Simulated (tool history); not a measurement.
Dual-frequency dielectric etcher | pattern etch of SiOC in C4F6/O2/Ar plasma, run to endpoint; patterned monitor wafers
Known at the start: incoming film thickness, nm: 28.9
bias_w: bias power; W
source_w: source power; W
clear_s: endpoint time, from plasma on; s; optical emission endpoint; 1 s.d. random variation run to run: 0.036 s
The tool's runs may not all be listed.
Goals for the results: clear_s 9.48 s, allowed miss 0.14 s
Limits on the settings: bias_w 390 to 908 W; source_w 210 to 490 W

| run | hour | bias_w | source_w | clear_s |
|---|---|---|---|---|
| 1 | 0 | 649 | 350 | 10.759 |
| 2 | 8.2 | 649 | 380 | 10.532 |
| 3 | 16.8 | 763 | 380 | 10.002 |
| 4 | 23 | 778 | 380 | 9.8705 |
| 5 | 26.4 | 789 | 380 | 9.9065 |
| 6 | 30.7 | 724 | 380 | 10.174 |
| 7 | 34.5 | 743 | 380 | 10.076 |
| 8 | 35.1 | 760 | 380 | 10.032 |
| 9 | 36.3 | 776 | 380 | 9.9527 |
| 10 | 37.5 | 790 | 380 | 9.7954 |
| 11 | 40.9 | 790 | 380 | 9.8486 |

Which single option among these 5 for the next run brings every result within its allowed miss of target? Just one does.
| A | 44.3 | 784 | 380 | ? |
| B | 44.3 | 797 | 370 | ? |
| C | 44.3 | 774 | 400 | ? |
| D | 44.3 | 791 | 430 | ? |
| E | 44.3 | 709 | 330 | ? |

| move | clear_s |
|---|---|
| A | 9.8683 |
| B | 9.8817 |
| C | 9.7789 |
| D | 9.5235 |
| E | 10.575 |
A: moves away from the targets compared with the last run
B: moves away from the targets compared with the last run
C: closer than the last run, but not yet in spec
D: every result within its allowed miss
E: moves away from the targets compared with the last run
D is the move that brings every result within its allowed miss.

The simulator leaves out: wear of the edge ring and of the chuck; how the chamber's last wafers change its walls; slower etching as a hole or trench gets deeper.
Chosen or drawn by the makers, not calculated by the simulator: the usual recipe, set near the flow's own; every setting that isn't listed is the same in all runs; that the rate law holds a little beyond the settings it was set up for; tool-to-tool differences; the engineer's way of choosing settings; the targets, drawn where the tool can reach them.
